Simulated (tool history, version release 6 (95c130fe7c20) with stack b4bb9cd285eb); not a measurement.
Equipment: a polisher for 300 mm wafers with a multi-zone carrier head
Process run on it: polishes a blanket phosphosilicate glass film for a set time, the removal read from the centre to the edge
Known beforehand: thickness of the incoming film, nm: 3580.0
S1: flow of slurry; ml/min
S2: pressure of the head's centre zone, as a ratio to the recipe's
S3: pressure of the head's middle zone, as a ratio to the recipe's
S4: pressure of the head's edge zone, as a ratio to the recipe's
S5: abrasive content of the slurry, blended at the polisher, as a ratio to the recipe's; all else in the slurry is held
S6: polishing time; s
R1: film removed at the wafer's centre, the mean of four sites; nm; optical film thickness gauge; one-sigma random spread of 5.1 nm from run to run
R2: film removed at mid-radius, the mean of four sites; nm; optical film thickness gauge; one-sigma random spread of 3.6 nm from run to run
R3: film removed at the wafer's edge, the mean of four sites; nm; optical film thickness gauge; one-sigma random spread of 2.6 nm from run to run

run 1 day=0 | S1=160 S2=1 S3=1 S4=1 S5=1 S6=44 | R1=331.9 R2=328.54 R3=334.58
run 2 day=0.371 | S1=120 S2=1 S3=1 S4=1 S5=1 S6=44 | R1=295.64 R2=308.27 R3=322.42
run 3 day=0.521 | S1=120 S2=1 S3=1.08 S4=1 S5=1 S6=44 | R1=306.18 R2=326.79 R3=325.09
run 4 day=0.883 | S1=130 S2=1 S3=1.08 S4=1.02 S5=1 S6=44 | R1=308.2 R2=329.05 R3=323
run 5 day=1.062 | S1=130 S2=1 S3=1.08 S4=1.02 S5=0.85 S6=44 | R1=287.76 R2=315.04 R3=307.14
run 6 day=1.221 | S1=140 S2=1 S3=1.07 S4=1.04 S5=0.9 S6=44 | R1=294.99 R2=314.81 R3=318.9
run 7 day=1.512 | S1=150 S2=1 S3=1.07 S4=1.05 S5=0.95 S6=44 | R1=311.85 R2=338.22 R3=332.59
run 8 day=1.733 | S1=160 S2=1.01 S3=1.06 S4=1.07 S5=0.95 S6=44 | R1=312.6 R2=335.04 R3=340.46
run 9 day=1.908 | S1=170 S2=1.02 S3=1.06 S4=1.08 S5=0.95 S6=44 | R1=323.96 R2=341.2 R3=345.11

For run 10, what comes out?
run 10 day=2.025 | S1=170 S2=1.02 S3=1.06 S4=1.08 S5=0.95 S6=44 | R1=? R2=? R3=?

{"run 10": {"R1": 326.26, "R2": 339.23, "R3": 341.11}}

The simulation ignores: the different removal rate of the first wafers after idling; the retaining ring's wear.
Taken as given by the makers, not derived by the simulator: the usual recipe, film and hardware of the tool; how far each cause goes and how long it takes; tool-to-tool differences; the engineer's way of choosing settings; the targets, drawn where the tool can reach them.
